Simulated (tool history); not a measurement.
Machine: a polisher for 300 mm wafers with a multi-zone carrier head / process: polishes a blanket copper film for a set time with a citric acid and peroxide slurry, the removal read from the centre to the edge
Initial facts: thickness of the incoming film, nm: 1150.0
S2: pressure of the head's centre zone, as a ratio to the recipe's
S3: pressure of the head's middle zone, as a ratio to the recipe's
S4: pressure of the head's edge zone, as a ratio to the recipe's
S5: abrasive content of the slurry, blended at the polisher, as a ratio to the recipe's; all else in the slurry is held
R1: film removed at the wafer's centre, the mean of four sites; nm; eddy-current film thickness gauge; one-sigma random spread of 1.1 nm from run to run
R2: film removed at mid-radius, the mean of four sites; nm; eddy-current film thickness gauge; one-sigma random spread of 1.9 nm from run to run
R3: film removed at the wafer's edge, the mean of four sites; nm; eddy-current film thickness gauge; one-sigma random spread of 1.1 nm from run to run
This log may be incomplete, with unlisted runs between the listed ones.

Run 1, day 0: flow of slurry (ml/min) 225, S2 1, S3 1, S4 1, S5 1, polishing time (s) 53. Result: R1 153.45 nm, R2 146.38 nm, R3 150 nm.
Run 2, day 0.138: flow of slurry (ml/min) 225, S2 1, S3 1, S4 1, S5 1, polishing time (s) 41. Result: R1 116.64 nm, R2 112.32 nm, R3 116.54 nm.
Run 3, day 0.204: flow of slurry (ml/min) 175, S2 1, S3 1, S4 1, S5 1, polishing time (s) 41. Result: R1 115.41 nm, R2 111.55 nm, R3 114.18 nm.
Run 4, day 0.267: flow of slurry (ml/min) 185, S2 0.96, S3 1.06, S4 1.03, S5 1.15, polishing time (s) 46. Result: R1 130.64 nm, R2 137.33 nm, R3 135.06 nm.
Run 5, day 0.483: flow of slurry (ml/min) 200, S2 0.93, S3 1.1, S4 1.05, S5 1.25, polishing time (s) 49. Result: R1 137 nm, R2 158.52 nm, R3 147.9 nm.
At day 0.775: worn pad replaced by a new one.
Run 6, day 0.775: flow of slurry (ml/min) 200, S2 0.93, S3 1.1, S4 1.05, S5 1.25, polishing time (s) 36. Result: R1 111.24 nm, R2 128.54 nm, R3 122.1 nm.
Run 7, day 1.079: flow of slurry (ml/min) 235, S2 0.93, S3 1.13, S4 1.09, S5 1.35, polishing time (s) 40. Result: R1 129.35 nm, R2 148.11 nm, R3 142.84 nm.
Run 8, day 1.208: flow of slurry (ml/min) 245, S2 0.91, S3 1.15, S4 1.09, S5 1.4, polishing time (s) 44. Result: R1 142.68 nm, R2 171.54 nm, R3 158.26 nm.
Run 9, day 1.242: flow of slurry (ml/min) 275, S2 0.89, S3 1.16, S4 1.1, S5 1.4, polishing time (s) 44. Result: R1 141.73 nm, R2 173.28 nm, R3 161.63 nm.
Run 10, day 1.612: flow of slurry (ml/min) 280, S2 0.88, S3 1.17, S4 1.1, S5 1.45, polishing time (s) 46. Result: R1 145.04 nm, R2 183.18 nm, R3 169.51 nm.

Expected results for the next run?
Run 11, day 1.817: flow of slurry (ml/min) 285, S2 0.88, S3 1.18, S4 1.1, S5 1.45, polishing time (s) 47. Result: R1 ?, R2 ?, R3 ?.

For run 11 the tool returned R1 150 nm, R2 187.64 nm, R3 173.57 nm.
